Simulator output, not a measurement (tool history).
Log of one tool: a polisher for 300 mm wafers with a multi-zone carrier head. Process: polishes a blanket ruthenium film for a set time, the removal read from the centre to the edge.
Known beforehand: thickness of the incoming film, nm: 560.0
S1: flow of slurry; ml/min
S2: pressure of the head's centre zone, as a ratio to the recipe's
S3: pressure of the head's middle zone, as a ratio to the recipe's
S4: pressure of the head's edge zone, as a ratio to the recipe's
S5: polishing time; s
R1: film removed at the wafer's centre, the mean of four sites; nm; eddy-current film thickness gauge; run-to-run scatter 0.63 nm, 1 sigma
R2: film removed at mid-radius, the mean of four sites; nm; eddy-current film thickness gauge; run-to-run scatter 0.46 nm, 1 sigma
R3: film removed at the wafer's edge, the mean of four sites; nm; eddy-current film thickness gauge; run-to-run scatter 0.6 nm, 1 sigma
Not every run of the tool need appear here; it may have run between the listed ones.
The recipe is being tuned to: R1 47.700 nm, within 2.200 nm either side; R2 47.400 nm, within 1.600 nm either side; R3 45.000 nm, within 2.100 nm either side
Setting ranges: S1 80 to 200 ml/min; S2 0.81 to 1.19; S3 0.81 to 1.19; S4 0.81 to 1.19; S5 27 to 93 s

run	hour	S1	S2	S3	S4	S5	R1	R2	R3
1	0.0	130	1.00	1.00	1.00	59	40.900	41.157	40.611
2	7.7	140	1.01	1.01	1.01	59	41.144	42.277	41.557
3	9.5	150	1.03	1.02	1.01	59	43.134	43.039	40.732
4	16.1	180	1.03	1.02	1.01	59	44.864	43.144	43.152
5	18.2	180	0.94	1.02	1.01	59	41.232	43.739	44.195
6	22.2	180	0.94	1.02	1.07	59	42.780	43.946	44.731
7	24.6	180	0.96	1.04	1.08	59	42.214	44.728	45.084
8	25.3	180	0.96	1.04	1.08	59	42.842	45.401	43.382

Below are 5 possible settings for the next run. Only one of them brings all results inside the allowed miss of their targets. Which is it?
A	26.0	180	0.93	1.10	1.05	60	?	?	?
B	26.0	200	0.92	1.08	1.09	59	?	?	?
C	26.0	195	0.88	0.98	1.09	56	?	?	?
D	26.0	185	0.97	1.09	1.11	58	?	?	?
E	26.0	170	1.02	1.03	0.97	63	?	?	?

move	R1	R2	R3
A	42.218	47.924	43.760
B	41.869	47.166	44.245
C	37.984	41.078	41.933
D	42.615	46.160	43.431
E	47.675	47.097	44.249
A: the biggest miss grows against the last run
B: the biggest miss grows against the last run
C: the biggest miss grows against the last run
D: about the same distance from the targets as the last run
E: in spec on every target
Correct choice: E, which meets every target
